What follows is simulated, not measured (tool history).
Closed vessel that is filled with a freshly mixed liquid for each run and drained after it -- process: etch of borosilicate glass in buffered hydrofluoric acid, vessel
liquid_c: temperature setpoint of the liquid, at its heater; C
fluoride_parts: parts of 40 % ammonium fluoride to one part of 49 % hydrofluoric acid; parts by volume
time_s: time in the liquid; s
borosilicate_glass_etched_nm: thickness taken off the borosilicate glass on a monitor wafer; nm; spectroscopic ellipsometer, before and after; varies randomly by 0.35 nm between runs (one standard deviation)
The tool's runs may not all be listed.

run	hour	liquid_c	fluoride_parts	time_s	borosilicate_glass_etched_nm
1	0	25	22	95	65.184
2	3.9	26.5	22	95	69.89
3	7.5	28	22	95	76.057
4	9.8	26	22	95	68.853
5	18.4	24.5	22	95	63.638
6	24.5	23.5	22	95	59.876
7	31	23	22	95	58.455
8	35.6	23	22	95	58.652
9	36.7	22.5	22	95	56.882

The next listed run, before its measurement:
10	40.8	22	22	95	?

Logged for run 10: borosilicate_glass_etched_nm 55.564 nm.
